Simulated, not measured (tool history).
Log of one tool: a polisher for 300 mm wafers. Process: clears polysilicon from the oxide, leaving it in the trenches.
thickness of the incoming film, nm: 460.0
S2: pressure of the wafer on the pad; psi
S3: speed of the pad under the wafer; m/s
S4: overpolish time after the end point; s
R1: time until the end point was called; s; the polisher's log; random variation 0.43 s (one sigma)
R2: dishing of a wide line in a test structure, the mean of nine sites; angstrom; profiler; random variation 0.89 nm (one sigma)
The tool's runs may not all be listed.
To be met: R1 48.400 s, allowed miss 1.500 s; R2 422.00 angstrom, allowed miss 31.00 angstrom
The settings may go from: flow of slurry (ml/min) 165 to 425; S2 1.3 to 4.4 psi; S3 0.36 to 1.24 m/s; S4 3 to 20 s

run 1 day=0.000 | flow_of_slurry_(ml/min)=275 S2=2.8 S3=0.80 S4=10 | R1=38.088 R2=648.46
run 2 day=0.142 | flow_of_slurry_(ml/min)=275 S2=3.1 S3=0.80 S4=10 | R1=34.899 R2=666.22
run 3 day=0.304 | flow_of_slurry_(ml/min)=275 S2=3.1 S3=0.94 S4=10 | R1=30.148 R2=720.01
run 4 day=0.646 | flow_of_slurry_(ml/min)=275 S2=2.5 S3=0.94 S4=10 | R1=37.236 R2=680.57
run 5 day=0.921 | flow_of_slurry_(ml/min)=275 S2=2.5 S3=0.80 S4=10 | R1=43.230 R2=619.68
run 6 day=1.000 | flow_of_slurry_(ml/min)=275 S2=2.4 S3=0.80 S4=8 | R1=44.685 R2=530.70
run 7 day=1.371 | flow_of_slurry_(ml/min)=275 S2=2.4 S3=0.80 S4=7 | R1=44.906 R2=494.98
run 8 day=1.729 | flow_of_slurry_(ml/min)=270 S2=2.2 S3=0.80 S4=4 | R1=48.491 R2=311.27
run 9 day=1.879 | flow_of_slurry_(ml/min)=275 S2=2.2 S3=0.80 S4=5 | R1=48.376 R2=365.72

4 next moves are on the table. One of them brings every result within its allowed miss. Which?
run A day=2.029 | flow_of_slurry_(ml/min)=285 S2=2.4 S3=0.76 S4=5 | R1=? R2=?
run B day=2.029 | flow_of_slurry_(ml/min)=235 S2=2.2 S3=0.82 S4=4 | R1=? R2=?
run C day=2.029 | flow_of_slurry_(ml/min)=300 S2=2.7 S3=0.64 S4=6 | R1=? R2=?
run D day=2.029 | flow_of_slurry_(ml/min)=375 S2=2.2 S3=0.72 S4=5 | R1=? R2=?

move=A R1=46.515 R2=369.54
move=B R1=48.204 R2=302.15
move=C R1=47.970 R2=412.95
move=D R1=51.886 R2=339.99
A: nearer than the last run, and not there yet
B: further off than the last run
C: meets every target
D: further off than the last run
Move C is the one to make.
